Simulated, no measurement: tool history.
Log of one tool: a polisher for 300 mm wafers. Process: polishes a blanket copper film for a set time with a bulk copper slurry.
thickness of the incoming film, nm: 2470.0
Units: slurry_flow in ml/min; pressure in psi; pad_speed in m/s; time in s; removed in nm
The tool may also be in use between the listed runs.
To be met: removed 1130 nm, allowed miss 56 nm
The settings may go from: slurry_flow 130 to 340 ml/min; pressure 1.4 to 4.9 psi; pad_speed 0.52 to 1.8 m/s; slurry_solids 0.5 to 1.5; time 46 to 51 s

run	day	slurry_flow	pressure	pad_speed	slurry_solids	time	removed
1	0	220	3.1	1.16	1	51	715.73
2	0.083	220	3.3	1.16	1	51	734.84
3	0.392	220	3.3	1.16	0.8	51	702.49
4	0.604	220	3.3	1.16	0.65	51	679.5
5	0.854	220	2.6	1.16	0.65	51	554.58
6	1.088	220	2.6	1.16	0.5	51	530.3
7	1.404	220	2.9	1.18	0.5	51	598
8	1.462	220	3.1	1.18	0.5	51	615.79
9	1.538	220	3.3	1.2	0.5	51	681.24
10	1.667	220	3.5	1.2	0.5	51	686.75

5 next moves are on the table. One of them brings every result within its allowed miss. Which?
A	1.796	250	4.3	1.68	0.6	51	?
B	1.796	210	4.8	1.6	0.55	51	?
C	1.796	220	4.5	1.48	0.55	51	?
D	1.796	240	4.6	1.66	0.55	51	?
E	1.796	225	3.5	0.8	0.55	46	?

move	removed
A	1239.2
B	1255.2
C	1104.6
D	1274.1
E	441.52
A: takes the result that was furthest off past its target
B: takes the result that was furthest off past its target
C: meets every target
D: takes the result that was furthest off past its target
E: further off than the last run
Move C is the one to make.
